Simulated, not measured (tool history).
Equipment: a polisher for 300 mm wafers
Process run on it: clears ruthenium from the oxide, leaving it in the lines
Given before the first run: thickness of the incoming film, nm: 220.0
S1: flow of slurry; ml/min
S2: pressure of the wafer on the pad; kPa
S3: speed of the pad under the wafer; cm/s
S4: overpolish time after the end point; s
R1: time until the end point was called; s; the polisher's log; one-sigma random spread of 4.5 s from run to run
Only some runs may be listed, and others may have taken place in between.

run	hour	S1	S2	S3	S4	R1
1	0.0	185	15.9	118	16	130.95
2	6.3	185	17.9	118	16	126.73
3	14.7	185	17.9	118	17	120.55
4	20.0	185	17.9	146	17	100.88
# hour 27.0: head pressure recalibrated
5	27.0	185	17.9	124	17	108.06
6	34.3	185	13.8	124	17	132.57
7	36.3	180	11.7	104	17	173.02

Predict the results of run 8:
8	40.9	175	7.6	86	17	?

R1: 284.59 s

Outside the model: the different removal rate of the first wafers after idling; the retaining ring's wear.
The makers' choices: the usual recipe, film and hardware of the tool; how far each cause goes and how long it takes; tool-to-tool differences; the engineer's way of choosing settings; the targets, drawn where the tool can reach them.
